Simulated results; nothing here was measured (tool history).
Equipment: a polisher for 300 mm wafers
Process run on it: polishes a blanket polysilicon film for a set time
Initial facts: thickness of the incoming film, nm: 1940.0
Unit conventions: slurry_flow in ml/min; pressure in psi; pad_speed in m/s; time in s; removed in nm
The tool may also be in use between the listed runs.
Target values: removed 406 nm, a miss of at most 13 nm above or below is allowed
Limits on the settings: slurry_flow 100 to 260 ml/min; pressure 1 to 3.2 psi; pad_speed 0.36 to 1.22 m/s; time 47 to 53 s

run,hour,slurry_flow,pressure,pad_speed,time,removed
1,0,165,2.1,0.78,53,313.13
2,5.3,170,2.2,0.78,53,327.9
3,9.1,170,2.6,0.78,53,379.69
4,16.7,170,2.6,0.78,47,339.04
5,23.2,170,2.6,0.78,53,392.96
6,26,170,2.6,0.62,53,312.86
7,27.5,175,2.7,0.62,53,326.95
8,31.2,180,2.8,0.62,53,336.35
9,40.1,180,2.9,0.62,53,354.87

Pick the move, out of 5, that brings all results within their allowed miss; only one does.
A,49,150,2.9,0.56,53,?
B,49,175,3.2,0.62,51,?
C,49,170,2.8,0.62,50,?
D,49,200,2.8,0.74,53,?
E,49,175,2.7,0.62,47,?

move,removed
A,311.63
B,370.89
C,317.6
D,404.26
E,289.46
A: lands further from the targets than the last run did
B: gains on the last run, yet a result remains outside its allowed miss
C: lands further from the targets than the last run did
D: each result inside its tolerance
E: lands further from the targets than the last run did
Correct choice: D, which meets every target
